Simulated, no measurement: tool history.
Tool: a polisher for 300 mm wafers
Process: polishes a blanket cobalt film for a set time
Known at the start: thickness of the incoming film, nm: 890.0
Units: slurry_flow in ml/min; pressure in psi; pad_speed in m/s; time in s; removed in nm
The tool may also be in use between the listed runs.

{"run": 1, "day": 0.0, "slurry_flow": 250, "pressure": 1.2, "pad_speed": 0.92, "time": 127, "removed": 417.24}
{"run": 2, "day": 0.367, "slurry_flow": 200, "pressure": 1.2, "pad_speed": 0.92, "time": 127, "removed": 400.42}
{"run": 3, "day": 0.483, "slurry_flow": 200, "pressure": 1.2, "pad_speed": 0.92, "time": 133, "removed": 415.25}
{"run": 4, "day": 0.712, "slurry_flow": 260, "pressure": 1.2, "pad_speed": 0.92, "time": 133, "removed": 428.16}
{"run": 5, "day": 0.871, "slurry_flow": 260, "pressure": 1.2, "pad_speed": 1.08, "time": 133, "removed": 514.49}
{"run": 6, "day": 0.938, "slurry_flow": 205, "pressure": 1.2, "pad_speed": 1.08, "time": 133, "removed": 493.67}

Forecast run 7:
{"run": 7, "day": 1.292, "slurry_flow": 200, "pressure": 1.1, "pad_speed": 1.08, "time": 133, "removed": "?"}

{"run 7": {"removed": 458.32}}

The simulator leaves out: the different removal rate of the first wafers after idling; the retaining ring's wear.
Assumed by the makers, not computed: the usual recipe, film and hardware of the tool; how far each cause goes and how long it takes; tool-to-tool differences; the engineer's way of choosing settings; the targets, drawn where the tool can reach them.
